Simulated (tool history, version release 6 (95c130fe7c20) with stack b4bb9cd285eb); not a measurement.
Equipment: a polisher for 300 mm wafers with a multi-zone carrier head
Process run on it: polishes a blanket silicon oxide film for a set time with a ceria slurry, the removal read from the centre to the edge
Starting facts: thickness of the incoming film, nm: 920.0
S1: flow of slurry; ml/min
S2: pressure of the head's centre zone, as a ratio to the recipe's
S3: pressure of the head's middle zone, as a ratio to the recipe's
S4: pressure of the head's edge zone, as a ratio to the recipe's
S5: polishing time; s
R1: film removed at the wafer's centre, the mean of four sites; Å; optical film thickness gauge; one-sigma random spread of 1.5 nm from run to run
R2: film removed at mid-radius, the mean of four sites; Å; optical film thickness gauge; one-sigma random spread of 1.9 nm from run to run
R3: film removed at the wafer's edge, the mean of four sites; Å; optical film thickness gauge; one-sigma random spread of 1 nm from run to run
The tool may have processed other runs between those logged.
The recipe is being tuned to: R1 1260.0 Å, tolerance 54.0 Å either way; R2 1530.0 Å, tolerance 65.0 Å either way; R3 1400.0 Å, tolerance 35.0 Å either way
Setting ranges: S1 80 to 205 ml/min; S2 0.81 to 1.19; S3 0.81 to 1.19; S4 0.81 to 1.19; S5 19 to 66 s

run   hour   S1    S2    S3    S4  S5      R1      R2      R3
  1    0.0  135  1.00  1.00  1.00  42  2308.4  2113.7  2066.3
  2    5.6  135  1.00  1.00  0.93  42  2265.8  2088.5  2000.5
  3    7.8  135  1.00  1.08  0.93  42  2340.3  2228.1  1989.3
  4   16.4  135  1.00  1.08  0.93  50  2713.0  2589.8  2376.2
  5   22.8  165  1.00  1.08  0.93  50  2860.4  2677.7  2433.1
  6   31.2  165  0.94  1.08  0.93  50  2708.5  2749.4  2418.5
  7   38.4  145  0.91  1.06  0.96  44  2212.0  2338.3  2142.8
  8   46.0  135  0.89  1.05  0.94  40  1985.8  2010.8  1879.0
  9   47.5  125  0.87  1.08  0.98  36  1661.4  1799.3  1724.6
 10   55.2  120  0.86  1.11  0.97  35  1578.4  1825.0  1656.1
 11   62.0  115  0.85  1.11  0.96  34  1494.6  1717.0  1599.8
 12   66.9  110  0.84  1.12  0.94  33  1432.1  1696.9  1511.3
 13   74.5  105  0.83  1.12  0.94  33  1408.1  1653.5  1509.8
 14   82.8  100  0.83  1.12  0.94  33  1379.7  1646.6  1487.2
 15   86.0  100  0.83  1.12  0.94  33  1346.9  1651.6  1484.7
 16   91.5   95  0.83  1.11  0.93  33  1364.5  1630.3  1467.6
 17   97.2   95  0.83  1.11  0.93  33  1323.5  1611.0  1460.4
 18  104.9   90  0.83  1.10  0.92  33  1304.5  1554.1  1436.5

Exercise: of the 4 proposed moves below, exactly one satisfies all targets within the stated allowed misses. Which move is it?
  A  112.6  80  0.84  1.14  0.90  33   ?   ?   ?
  B  112.6  90  0.81  1.12  0.90  34   ?   ?   ?
  C  112.6  80  0.81  1.19  0.95  31   ?   ?   ?
  D  112.6  80  0.81  1.02  0.99  32   ?   ?   ?

move      R1      R2      R3
   A  1259.9  1546.3  1406.4
   B  1317.0  1639.4  1491.1
   C  1141.7  1507.6  1346.2
   D  1177.1  1363.7  1414.3
A: in spec on every target
B: lands further from the targets than the last run did
C: takes the result that was furthest off past its target
D: puts the biggest miss on target and leaves a different result outside tolerance
Correct choice: A, which meets every target

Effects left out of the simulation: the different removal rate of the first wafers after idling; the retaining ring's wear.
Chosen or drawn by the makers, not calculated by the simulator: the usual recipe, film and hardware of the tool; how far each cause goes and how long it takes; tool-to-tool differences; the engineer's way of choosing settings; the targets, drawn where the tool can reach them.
